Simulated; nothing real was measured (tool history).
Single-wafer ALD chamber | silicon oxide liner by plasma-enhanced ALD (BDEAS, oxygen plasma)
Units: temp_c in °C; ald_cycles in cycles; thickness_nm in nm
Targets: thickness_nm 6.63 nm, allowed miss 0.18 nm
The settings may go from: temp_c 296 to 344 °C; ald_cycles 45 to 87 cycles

run  hour  temp_c  ald_cycles  thickness_nm
  1     0     320          66        5.9044
  2   8.6     320          68        6.0715
  3  10.4     320          64        5.6942
  4  15.1     320          66        5.8888
  5    18     327          66        5.8448
  6  19.3     327          70        6.1707
  7  23.6     327          71        6.2649
  8  32.6     327          72        6.3713
  9  34.7     327          73        6.4223

Which of these 4 next moves meets every target?
  A  36.8     329          72             ?
  B  36.8     337          76             ?
  C  36.8     317          71             ?
  D  36.8     324          70             ?

move  thickness_nm
   A        6.3198
   B        6.5826
   C        6.3558
   D        6.1951
A: further off than the last run
B: meets every target
C: further off than the last run
D: further off than the last run
Answer: B
